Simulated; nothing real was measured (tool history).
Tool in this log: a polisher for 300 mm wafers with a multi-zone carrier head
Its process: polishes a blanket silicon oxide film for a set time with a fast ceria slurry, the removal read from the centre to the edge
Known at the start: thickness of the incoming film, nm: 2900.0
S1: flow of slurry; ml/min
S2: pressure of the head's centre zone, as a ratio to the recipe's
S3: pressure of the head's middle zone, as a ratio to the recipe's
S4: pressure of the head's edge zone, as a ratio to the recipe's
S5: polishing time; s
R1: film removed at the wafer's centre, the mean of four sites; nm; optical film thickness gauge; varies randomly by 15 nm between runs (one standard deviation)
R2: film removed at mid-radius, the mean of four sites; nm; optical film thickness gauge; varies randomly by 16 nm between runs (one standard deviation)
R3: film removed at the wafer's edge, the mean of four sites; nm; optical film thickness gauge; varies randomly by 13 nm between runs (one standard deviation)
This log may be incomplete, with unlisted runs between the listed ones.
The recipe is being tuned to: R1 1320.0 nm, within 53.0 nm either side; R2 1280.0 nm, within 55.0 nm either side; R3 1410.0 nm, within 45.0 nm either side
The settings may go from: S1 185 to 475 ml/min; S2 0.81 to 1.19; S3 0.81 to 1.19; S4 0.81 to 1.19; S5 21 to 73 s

run,hour,S1,S2,S3,S4,S5,R1,R2,R3
1,0.0,305,1.00,1.00,1.00,47,1210.0,1186.0,1196.6
2,5.8,305,1.00,1.04,1.00,47,1200.8,1249.8,1207.8
3,12.9,305,1.01,1.03,1.06,48,1257.3,1250.5,1259.0
4,21.6,305,1.00,1.02,1.10,49,1247.1,1294.9,1334.7
5,22.7,310,1.01,1.01,1.12,49,1293.4,1250.3,1361.3
6,30.8,310,1.01,1.01,1.05,49,1290.1,1272.9,1270.9
7,34.2,305,1.01,1.01,1.09,49,1274.3,1262.2,1336.6
8,41.6,305,1.02,1.01,1.11,49,1288.3,1278.2,1336.0

Which of these 5 next moves meets every target?
A,49.0,305,1.00,1.03,1.05,49,?,?,?
B,49.0,305,1.06,1.02,1.13,48,?,?,?
C,49.0,245,1.00,0.96,1.14,52,?,?,?
D,49.0,355,1.03,1.15,1.04,47,?,?,?
E,49.0,185,0.92,0.94,1.11,52,?,?,?

move,R1,R2,R3
A,1273.0,1301.9,1277.0
B,1318.1,1267.3,1298.2
C,1322.3,1300.0,1393.4
D,1272.8,1351.7,1228.6
E,1183.7,1249.0,1346.0
A: misses by more than the last run did
B: misses by more than the last run did
C: all results in spec
D: misses by more than the last run did
E: misses by more than the last run did
C meets every target.
